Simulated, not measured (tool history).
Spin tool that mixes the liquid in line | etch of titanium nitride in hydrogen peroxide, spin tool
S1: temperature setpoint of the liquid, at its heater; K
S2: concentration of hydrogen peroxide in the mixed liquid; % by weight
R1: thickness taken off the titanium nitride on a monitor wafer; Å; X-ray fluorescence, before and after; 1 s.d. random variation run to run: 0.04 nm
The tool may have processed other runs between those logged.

run 1 hour=0 | S1=317.15 S2=19 time_under_the_liquid_(s)=315 | R1=102.46
run 2 hour=4.1 | S1=313.65 S2=19 time_under_the_liquid_(s)=315 | R1=79.05
run 3 hour=5 | S1=313.65 S2=19 time_under_the_liquid_(s)=335 | R1=85.387
run 4 hour=9.7 | S1=313.15 S2=19 time_under_the_liquid_(s)=335 | R1=80.992
run 5 hour=15.7 | S1=313.15 S2=17 time_under_the_liquid_(s)=335 | R1=79.723
run 6 hour=22.7 | S1=317.15 S2=17 time_under_the_liquid_(s)=335 | R1=107.65
run 7 hour=25.4 | S1=316.15 S2=17 time_under_the_liquid_(s)=335 | R1=99.788
run 8 hour=28.2 | S1=315.15 S2=17 time_under_the_liquid_(s)=335 | R1=93.283
run 9 hour=34.4 | S1=314.65 S2=17 time_under_the_liquid_(s)=335 | R1=88.684

What will run 10 give?
run 10 hour=35.9 | S1=314.65 S2=17 time_under_the_liquid_(s)=335 | R1=?

R1: 88.213 Å
